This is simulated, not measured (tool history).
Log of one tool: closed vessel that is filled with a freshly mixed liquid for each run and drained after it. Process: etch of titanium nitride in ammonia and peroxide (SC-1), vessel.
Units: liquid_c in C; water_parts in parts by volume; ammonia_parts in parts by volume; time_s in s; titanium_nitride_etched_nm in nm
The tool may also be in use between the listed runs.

run,hour,liquid_c,water_parts,ammonia_parts,time_s,titanium_nitride_etched_nm
1,0,53,6.5,0.5,335,31.194
2,5.4,53,6.5,0.5,265,24.707
3,6.2,53,8,0.5,265,22.263
4,8.8,53,9,0.5,265,20.716
5,9.9,54,9,0.5,265,22.483
6,16.4,57.5,9,0.5,265,28.261
7,21.6,56.5,9,0.5,265,26.558
8,26.9,56,9,0.5,265,25.922

Run 9 comes next. What will it give?
9,32.6,55.5,9,0.5,265,?

{"run 9": {"titanium_nitride_etched_nm": 24.944}}
